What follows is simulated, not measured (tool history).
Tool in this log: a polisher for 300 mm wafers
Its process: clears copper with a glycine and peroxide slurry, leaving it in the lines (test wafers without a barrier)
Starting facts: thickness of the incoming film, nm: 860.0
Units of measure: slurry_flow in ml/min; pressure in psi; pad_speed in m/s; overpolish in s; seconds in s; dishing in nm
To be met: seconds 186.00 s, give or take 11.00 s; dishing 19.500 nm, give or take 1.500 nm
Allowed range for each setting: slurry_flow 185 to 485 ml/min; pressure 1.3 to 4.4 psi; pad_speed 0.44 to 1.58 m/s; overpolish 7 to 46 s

run  hour  slurry_flow  pressure  pad_speed  overpolish  seconds  dishing
  1   0.0          310       2.8       1.00          24   154.53   45.218
  2   4.2          310       2.8       1.00          20   150.33   40.808
  3   5.8          310       2.8       1.00          27   154.67   46.078
  4   7.7          270       2.3       1.08          21   172.32   41.641
  5   8.8          270       2.3       1.24          21   148.17   40.918
  6   9.5          270       1.8       1.24          21   186.39   39.233
  7  11.8          340       1.6       1.30          17   194.32   32.542
  8  20.8          385       1.5       1.38          14   183.80   31.199
  9  27.1          415       1.4       1.40          12   193.12   26.670
 10  33.5          435       1.4       1.42          10   192.97   24.741
 11  40.7          450       1.4       1.46           9   184.10   22.029
 12  45.1          485       1.3       1.46           7   202.86   18.613

Below are 5 possible settings for the next run. Only one of them brings all results inside the allowed miss of their targets. Which is it?
  A  49.5          485       1.3       1.56           7        ?        ?
  B  49.5          485       1.6       1.54           7        ?        ?
  C  49.5          465       1.3       1.38           7        ?        ?
  D  49.5          450       1.3       1.32           7        ?        ?
  E  49.5          470       1.3       1.30          10        ?        ?

move  seconds  dishing
   A   184.62   19.454
   B   158.74   21.884
   C   203.24   18.157
   D   210.51   17.693
   E   212.40   22.982
A: all results in spec
B: carries the result that was furthest off beyond its target, to the other side
C: about the same distance from the targets as the last run
D: misses by more than the last run did
E: misses by more than the last run did
Correct choice: A, which meets every target
